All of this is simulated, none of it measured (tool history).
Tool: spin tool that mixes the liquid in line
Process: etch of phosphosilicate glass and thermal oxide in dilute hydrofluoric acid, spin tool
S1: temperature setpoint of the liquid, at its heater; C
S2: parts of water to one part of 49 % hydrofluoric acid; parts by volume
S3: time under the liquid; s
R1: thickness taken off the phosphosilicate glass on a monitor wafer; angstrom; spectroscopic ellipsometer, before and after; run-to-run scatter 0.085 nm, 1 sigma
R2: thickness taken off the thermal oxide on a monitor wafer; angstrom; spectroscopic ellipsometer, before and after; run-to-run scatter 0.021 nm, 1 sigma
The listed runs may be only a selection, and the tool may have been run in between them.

run  hour    S1   S2  S3      R1      R2
  1   0.0  20.0  275  30  147.96  4.3358
  2   6.6  19.5  290  30  136.31  4.0621
  3  12.3  19.5  195  30  224.97  6.1203
  4  17.2  19.0  225  30  184.09  5.0958
  5  17.8  19.0  315  30  122.77  3.6502
  6  24.9  18.5  325  30  113.07  3.3610

Predict the results of run 7:
  7  26.3  18.0  330  30   ?   ?

R1: 109.50 angstrom
R2: 3.3663 angstrom

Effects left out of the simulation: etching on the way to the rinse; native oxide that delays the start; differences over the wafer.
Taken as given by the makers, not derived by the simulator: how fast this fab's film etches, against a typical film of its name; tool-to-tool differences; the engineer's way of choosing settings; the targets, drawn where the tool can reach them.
